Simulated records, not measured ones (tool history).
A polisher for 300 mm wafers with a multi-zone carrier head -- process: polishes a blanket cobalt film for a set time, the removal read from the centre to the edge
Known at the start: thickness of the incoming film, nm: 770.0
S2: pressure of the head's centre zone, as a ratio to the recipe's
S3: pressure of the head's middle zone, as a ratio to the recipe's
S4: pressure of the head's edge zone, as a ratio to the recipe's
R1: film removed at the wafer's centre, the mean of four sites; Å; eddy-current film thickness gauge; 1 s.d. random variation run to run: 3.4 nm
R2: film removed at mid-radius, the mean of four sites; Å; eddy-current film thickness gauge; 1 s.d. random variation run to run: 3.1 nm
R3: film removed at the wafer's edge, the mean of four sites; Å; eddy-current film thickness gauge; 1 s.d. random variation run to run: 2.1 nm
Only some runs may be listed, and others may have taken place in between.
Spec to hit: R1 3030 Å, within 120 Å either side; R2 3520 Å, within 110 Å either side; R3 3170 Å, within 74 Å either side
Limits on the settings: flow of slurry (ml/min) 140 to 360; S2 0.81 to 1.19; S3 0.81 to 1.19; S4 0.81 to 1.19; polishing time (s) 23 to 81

{"run": 1, "hour": 0.0, "flow of slurry (ml/min)": 230, "S2": 1, "S3": 1, "S4": 1, "polishing time (s)": 52, "R1": 2548.7, "R2": 2560.6, "R3": 2619.2}
{"run": 2, "hour": 3.5, "flow of slurry (ml/min)": 250, "S2": 1.01, "S3": 1.05, "S4": 1.03, "polishing time (s)": 54, "R1": 2679.5, "R2": 2819.5, "R3": 2815.1}
{"run": 3, "hour": 7.7, "flow of slurry (ml/min)": 265, "S2": 1.02, "S3": 1.09, "S4": 1.04, "polishing time (s)": 55, "R1": 2775.4, "R2": 2965.3, "R3": 2864}
{"run": 4, "hour": 10.5, "flow of slurry (ml/min)": 265, "S2": 1.02, "S3": 1.09, "S4": 1.04, "polishing time (s)": 46, "R1": 2386.1, "R2": 2489.1, "R3": 2432.8}
{"run": 5, "hour": 12.7, "flow of slurry (ml/min)": 275, "S2": 1.02, "S3": 1.12, "S4": 1.05, "polishing time (s)": 50, "R1": 2546.6, "R2": 2786.8, "R3": 2649.9}
{"run": 6, "hour": 15.1, "flow of slurry (ml/min)": 275, "S2": 1.02, "S3": 1.08, "S4": 1.05, "polishing time (s)": 50, "R1": 2554.5, "R2": 2771.9, "R3": 2624.1}
{"run": 7, "hour": 21.6, "flow of slurry (ml/min)": 285, "S2": 1.03, "S3": 1.09, "S4": 1.08, "polishing time (s)": 52, "R1": 2626.7, "R2": 2841.8, "R3": 2793.4}
{"run": 8, "hour": 23.7, "flow of slurry (ml/min)": 300, "S2": 1.04, "S3": 1.12, "S4": 1.08, "polishing time (s)": 54, "R1": 2861.1, "R2": 3064.2, "R3": 2898.6}
{"run": 9, "hour": 26.1, "flow of slurry (ml/min)": 310, "S2": 1.03, "S3": 1.14, "S4": 1.09, "polishing time (s)": 55, "R1": 2869.2, "R2": 3181, "R3": 2971.1}

Pick the move, out of 4, that brings all results within their allowed miss; only one does.
{"run": "A", "hour": 28.5, "flow of slurry (ml/min)": 315, "S2": 1.09, "S3": 1.13, "S4": 1.11, "polishing time (s)": 61, "R1": "?", "R2": "?", "R3": "?"}
{"run": "B", "hour": 28.5, "flow of slurry (ml/min)": 275, "S2": 1.13, "S3": 1.03, "S4": 1.14, "polishing time (s)": 55, "R1": "?", "R2": "?", "R3": "?"}
{"run": "C", "hour": 28.5, "flow of slurry (ml/min)": 355, "S2": 1, "S3": 1.19, "S4": 1.19, "polishing time (s)": 53, "R1": "?", "R2": "?", "R3": "?"}
{"run": "D", "hour": 28.5, "flow of slurry (ml/min)": 320, "S2": 0.99, "S3": 1.15, "S4": 1.02, "polishing time (s)": 60, "R1": "?", "R2": "?", "R3": "?"}

move=A R1=3395.7 R2=3529 R3=3362.4
move=B R1=3107.3 R2=2884.9 R3=3035.4
move=C R1=2751 R2=3255 R3=3059.4
move=D R1=3038.8 R2=3533.5 R3=3174.9
A: puts the biggest miss on target and leaves a different result outside tolerance
B: its largest miss is bigger than the last run's
C: closes in on the targets versus the last run, not all within tolerance yet
D: meets every target
D meets every target.
